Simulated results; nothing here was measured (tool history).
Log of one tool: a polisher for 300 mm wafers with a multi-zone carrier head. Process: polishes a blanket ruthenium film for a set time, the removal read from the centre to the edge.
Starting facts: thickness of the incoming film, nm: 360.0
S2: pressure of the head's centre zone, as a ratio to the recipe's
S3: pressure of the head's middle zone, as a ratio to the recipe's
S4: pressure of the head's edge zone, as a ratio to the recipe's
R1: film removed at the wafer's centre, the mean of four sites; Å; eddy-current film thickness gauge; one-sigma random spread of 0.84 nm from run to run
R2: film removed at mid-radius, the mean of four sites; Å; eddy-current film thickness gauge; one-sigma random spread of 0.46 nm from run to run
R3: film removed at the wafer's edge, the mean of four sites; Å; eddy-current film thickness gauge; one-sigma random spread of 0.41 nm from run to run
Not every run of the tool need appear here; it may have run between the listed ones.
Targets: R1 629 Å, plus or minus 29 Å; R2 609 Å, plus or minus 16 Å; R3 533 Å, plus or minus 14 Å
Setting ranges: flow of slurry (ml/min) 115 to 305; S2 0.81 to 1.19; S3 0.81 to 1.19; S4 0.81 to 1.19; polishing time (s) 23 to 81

Run 1, day 0: flow of slurry (ml/min) 195, S2 1, S3 1, S4 1, polishing time (s) 52. Result: R1 989.61 Å, R2 957.18 Å, R3 1023.7 Å.
Run 2, day 0.146: flow of slurry (ml/min) 195, S2 1.01, S3 1.02, S4 0.97, polishing time (s) 47. Result: R1 863.53 Å, R2 881.32 Å, R3 912.71 Å.
Run 3, day 0.417: flow of slurry (ml/min) 210, S2 1.04, S3 1.03, S4 0.94, polishing time (s) 43. Result: R1 850.5 Å, R2 828.03 Å, R3 833.31 Å.
Run 4, day 0.467: flow of slurry (ml/min) 215, S2 1.05, S3 1.04, S4 0.92, polishing time (s) 40. Result: R1 808.89 Å, R2 780.95 Å, R3 766.59 Å.
At day 0.638: edge zone pressure recalibrated.
Run 5, day 0.638: flow of slurry (ml/min) 215, S2 1.06, S3 1.05, S4 0.9, polishing time (s) 38. Result: R1 772.06 Å, R2 747.46 Å, R3 686.69 Å.
Run 6, day 0.888: flow of slurry (ml/min) 215, S2 1.06, S3 0.97, S4 0.9, polishing time (s) 38. Result: R1 779.15 Å, R2 700.27 Å, R3 685.13 Å.
Run 7, day 1.042: flow of slurry (ml/min) 210, S2 1.06, S3 0.98, S4 0.89, polishing time (s) 37. Result: R1 748.69 Å, R2 682.47 Å, R3 662.2 Å.
Run 8, day 1.267: flow of slurry (ml/min) 200, S2 1.06, S3 0.99, S4 0.88, polishing time (s) 36. Result: R1 710.67 Å, R2 666.67 Å, R3 631.4 Å.
Run 9, day 1.325: flow of slurry (ml/min) 190, S2 1.07, S3 0.99, S4 0.87, polishing time (s) 36. Result: R1 701.8 Å, R2 661.53 Å, R3 626.89 Å.

4 next moves are on the table. One of them brings every result within its allowed miss. Which?
Run A, day 1.383: flow of slurry (ml/min) 205, S2 1.08, S3 1.05, S4 0.81, polishing time (s) 33. Result: R1 ?, R2 ?, R3 ?.
Run B, day 1.383: flow of slurry (ml/min) 175, S2 1.09, S3 1.05, S4 0.81, polishing time (s) 32. Result: R1 ?, R2 ?, R3 ?.
Run C, day 1.383: flow of slurry (ml/min) 250, S2 1.15, S3 0.86, S4 1.04, polishing time (s) 40. Result: R1 ?, R2 ?, R3 ?.
Run D, day 1.383: flow of slurry (ml/min) 115, S2 1.04, S3 1.02, S4 1.02, polishing time (s) 39. Result: R1 ?, R2 ?, R3 ?.

move      R1      R2      R3
   A  688.64  641.54  569.16
   B  654.19  605.67  541.16
   C  915.33  675.68  792.61
   D  677.81  650.75  683.03
A: an improvement on the last run, though not all results are within tolerance
B: meets every target
C: misses by more than the last run did
D: misses by more than the last run did
B meets every target.

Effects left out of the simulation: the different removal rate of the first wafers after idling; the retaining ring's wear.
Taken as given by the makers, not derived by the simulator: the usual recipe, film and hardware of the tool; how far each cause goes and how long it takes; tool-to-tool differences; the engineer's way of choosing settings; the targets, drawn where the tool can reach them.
